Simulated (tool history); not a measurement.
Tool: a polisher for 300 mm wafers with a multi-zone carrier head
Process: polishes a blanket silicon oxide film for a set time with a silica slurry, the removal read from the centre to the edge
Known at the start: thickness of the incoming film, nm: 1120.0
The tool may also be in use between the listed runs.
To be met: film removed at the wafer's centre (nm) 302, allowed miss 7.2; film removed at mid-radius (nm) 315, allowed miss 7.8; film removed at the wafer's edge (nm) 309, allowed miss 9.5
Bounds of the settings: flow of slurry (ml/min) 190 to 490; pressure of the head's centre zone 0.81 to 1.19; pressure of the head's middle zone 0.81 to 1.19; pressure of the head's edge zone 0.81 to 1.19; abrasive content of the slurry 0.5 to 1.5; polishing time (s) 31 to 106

| run | hour | flow of slurry (ml/min) | pressure of the head's centre zone | pressure of the head's middle zone | pressure of the head's edge zone | abrasive content of the slurry | polishing time (s) | film removed at the wafer's centre (nm) | film removed at mid-radius (nm) | film removed at the wafer's edge (nm) |
|---|---|---|---|---|---|---|---|---|---|---|
| 1 | 0 | 315 | 1 | 1 | 1 | 1 | 68 | 361.33 | 366.04 | 355.02 |
| 2 | 3.9 | 310 | 0.98 | 0.98 | 0.97 | 1 | 68 | 353.75 | 358.58 | 355.71 |
| 3 | 10 | 310 | 0.97 | 0.98 | 0.96 | 0.95 | 68 | 340.42 | 344.94 | 345.23 |
| 4 | 13 | 310 | 0.97 | 0.98 | 0.96 | 1.1 | 68 | 363.21 | 372.27 | 364.98 |
| 5 | 20.4 | 370 | 0.97 | 0.98 | 0.96 | 1.1 | 68 | 376.41 | 381.88 | 374.63 |
| 6 | 26.2 | 370 | 0.97 | 0.98 | 0.96 | 0.95 | 68 | 347.17 | 356.71 | 357.61 |
| 7 | 31.3 | 315 | 0.92 | 0.93 | 0.86 | 0.8 | 66 | 285.25 | 293.03 | 296.24 |
| 8 | 34.2 | 330 | 0.92 | 0.94 | 0.86 | 0.8 | 66 | 285.99 | 300.46 | 295.65 |

Which of these 5 next moves meets every target?
| A | 37.1 | 260 | 1 | 0.98 | 0.81 | 0.95 | 62 | ? | ? | ? |
| B | 37.1 | 245 | 0.91 | 0.93 | 0.85 | 0.8 | 72 | ? | ? | ? |
| C | 37.1 | 345 | 0.91 | 0.81 | 0.91 | 0.75 | 73 | ? | ? | ? |
| D | 37.1 | 320 | 0.87 | 0.88 | 0.9 | 0.85 | 65 | ? | ? | ? |
| E | 37.1 | 255 | 1.03 | 0.92 | 0.81 | 0.9 | 61 | ? | ? | ? |

| move | film removed at the wafer's centre (nm) | film removed at mid-radius (nm) | film removed at the wafer's edge (nm) |
|---|---|---|---|
| A | 314.24 | 310.55 | 283.45 |
| B | 299.22 | 311.73 | 304.34 |
| C | 304.29 | 281.99 | 315.87 |
| D | 276.49 | 287.11 | 299.08 |
| E | 308.57 | 280.9 | 270.74 |
A: takes the result that was furthest off past its target
B: meets every target
C: brings the result that was furthest off to its target, and leaves another outside
D: further off than the last run
E: brings the result that was furthest off to its target, and leaves another outside
Answer: B
